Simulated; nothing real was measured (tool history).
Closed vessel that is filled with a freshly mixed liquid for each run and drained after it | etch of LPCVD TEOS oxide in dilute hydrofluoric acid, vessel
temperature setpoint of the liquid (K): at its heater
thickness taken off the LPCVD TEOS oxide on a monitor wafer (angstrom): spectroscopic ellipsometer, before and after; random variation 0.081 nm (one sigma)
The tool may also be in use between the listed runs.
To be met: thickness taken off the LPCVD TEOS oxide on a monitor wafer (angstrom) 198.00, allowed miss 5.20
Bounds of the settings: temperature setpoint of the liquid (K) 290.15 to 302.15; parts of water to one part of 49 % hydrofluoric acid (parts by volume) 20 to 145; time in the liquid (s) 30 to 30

run	hour	temperature setpoint of the liquid (K)	parts of water to one part of 49 % hydrofluoric acid (parts by volume)	time in the liquid (s)	thickness taken off the LPCVD TEOS oxide on a monitor wafer (angstrom)
1	0.0	294.15	80	30	113.48
2	3.3	294.15	80	30	114.44
3	4.8	296.65	75	30	134.62
4	7.2	296.65	55	30	188.88
5	15.5	296.65	55	30	190.36
6	18.5	296.65	40	30	262.87
7	25.7	295.15	40	30	250.02
8	34.1	294.15	40	30	238.82
9	36.2	293.15	40	30	229.15
10	38.2	292.15	40	30	219.84
11	44.1	291.65	40	30	214.82

Which of these 4 next moves meets every target?
A	50.0	290.65	35	30	?
B	50.0	290.15	35	30	?
C	50.0	295.15	40	30	?
D	50.0	292.65	45	30	?

move	thickness taken off the LPCVD TEOS oxide on a monitor wafer (angstrom)
A	235.80
B	230.69
C	248.81
D	197.67
A: further off than the last run
B: further off than the last run
C: further off than the last run
D: meets every target
The right move is D.
